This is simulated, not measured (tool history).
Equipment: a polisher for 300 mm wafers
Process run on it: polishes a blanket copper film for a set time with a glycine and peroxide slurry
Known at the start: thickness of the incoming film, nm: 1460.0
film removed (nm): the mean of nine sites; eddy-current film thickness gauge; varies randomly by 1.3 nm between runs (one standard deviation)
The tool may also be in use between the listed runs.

run,hour,flow of slurry (ml/min),pressure of the wafer on the pad (kPa),speed of the pad under the wafer (m/s),polishing time (s),film removed (nm)
1,0.0,295,14.5,0.76,55,174.20
2,2.2,295,13.8,0.76,55,169.31
3,10.8,295,13.8,0.92,55,188.36
4,12.6,295,13.8,0.86,55,181.33
5,21.3,295,13.8,0.78,55,171.53
6,27.0,330,13.8,0.78,55,174.09

Run 7 comes next. What will it give?
7,29.7,325,13.8,0.78,55,?

film removed (nm): 169.31

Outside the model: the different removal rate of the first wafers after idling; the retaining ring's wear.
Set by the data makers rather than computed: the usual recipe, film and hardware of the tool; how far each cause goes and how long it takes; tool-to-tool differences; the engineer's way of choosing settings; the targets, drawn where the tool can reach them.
